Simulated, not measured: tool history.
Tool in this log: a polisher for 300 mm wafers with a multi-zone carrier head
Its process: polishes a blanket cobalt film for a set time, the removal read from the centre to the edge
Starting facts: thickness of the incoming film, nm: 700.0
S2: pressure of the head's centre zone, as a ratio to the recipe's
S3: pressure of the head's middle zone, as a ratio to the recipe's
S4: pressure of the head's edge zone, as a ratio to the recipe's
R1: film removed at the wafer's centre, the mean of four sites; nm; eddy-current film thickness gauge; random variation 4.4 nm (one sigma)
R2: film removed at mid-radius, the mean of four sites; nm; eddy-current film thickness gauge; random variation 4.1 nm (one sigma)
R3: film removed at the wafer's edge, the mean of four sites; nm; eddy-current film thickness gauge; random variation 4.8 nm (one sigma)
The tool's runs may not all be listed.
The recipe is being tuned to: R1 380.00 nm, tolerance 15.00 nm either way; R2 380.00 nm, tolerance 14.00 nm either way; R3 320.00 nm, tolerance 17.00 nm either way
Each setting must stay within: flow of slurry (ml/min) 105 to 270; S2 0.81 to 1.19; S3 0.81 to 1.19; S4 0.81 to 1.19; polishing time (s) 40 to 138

run 1 hour=0.0 | flow_of_slurry_(ml/min)=175 S2=1.00 S3=1.00 S4=1.00 polishing_time_(s)=88 | R1=238.77 R2=245.42 R3=233.44
run 2 hour=6.9 | flow_of_slurry_(ml/min)=180 S2=1.02 S3=1.03 S4=1.01 polishing_time_(s)=92 | R1=252.62 R2=262.32 R3=260.47
run 3 hour=15.7 | flow_of_slurry_(ml/min)=180 S2=1.03 S3=1.03 S4=0.98 polishing_time_(s)=97 | R1=269.54 R2=279.85 R3=260.18
run 4 hour=20.4 | flow_of_slurry_(ml/min)=180 S2=1.03 S3=1.03 S4=1.07 polishing_time_(s)=97 | R1=275.98 R2=273.62 R3=274.56
run 5 hour=24.4 | flow_of_slurry_(ml/min)=180 S2=1.03 S3=1.03 S4=1.07 polishing_time_(s)=88 | R1=243.91 R2=250.82 R3=245.21
run 6 hour=29.3 | flow_of_slurry_(ml/min)=190 S2=1.06 S3=1.05 S4=1.04 polishing_time_(s)=92 | R1=270.71 R2=259.46 R3=257.93
run 7 hour=36.2 | flow_of_slurry_(ml/min)=190 S2=1.07 S3=1.07 S4=1.00 polishing_time_(s)=96 | R1=281.76 R2=283.54 R3=266.98
run 8 hour=37.1 | flow_of_slurry_(ml/min)=195 S2=1.09 S3=1.09 S4=0.98 polishing_time_(s)=99 | R1=294.58 R2=302.99 R3=259.38

Of the 5 settings listed for the next run, only one would bring every result within its allowed miss of target. Which one?
run A hour=38.0 | flow_of_slurry_(ml/min)=170 S2=1.16 S3=0.97 S4=0.96 polishing_time_(s)=82 | R1=? R2=? R3=?
run B hour=38.0 | flow_of_slurry_(ml/min)=190 S2=1.06 S3=1.19 S4=1.00 polishing_time_(s)=82 | R1=? R2=? R3=?
run C hour=38.0 | flow_of_slurry_(ml/min)=150 S2=1.14 S3=0.98 S4=1.19 polishing_time_(s)=124 | R1=? R2=? R3=?
run D hour=38.0 | flow_of_slurry_(ml/min)=155 S2=0.92 S3=0.92 S4=1.16 polishing_time_(s)=93 | R1=? R2=? R3=?
run E hour=38.0 | flow_of_slurry_(ml/min)=235 S2=1.15 S3=1.14 S4=0.95 polishing_time_(s)=119 | R1=? R2=? R3=?

move=A R1=252.79 R2=215.42 R3=216.77
move=B R1=236.60 R2=258.05 R3=222.18
move=C R1=371.16 R2=324.34 R3=361.55
move=D R1=231.37 R2=232.12 R3=268.42
move=E R1=377.30 R2=368.40 R3=319.54
A: further off than the last run
B: further off than the last run
C: the worst result of the last run now meets its target, but another is out of spec
D: further off than the last run
E: all results land within tolerance of their targets
Correct choice: E, which meets every target
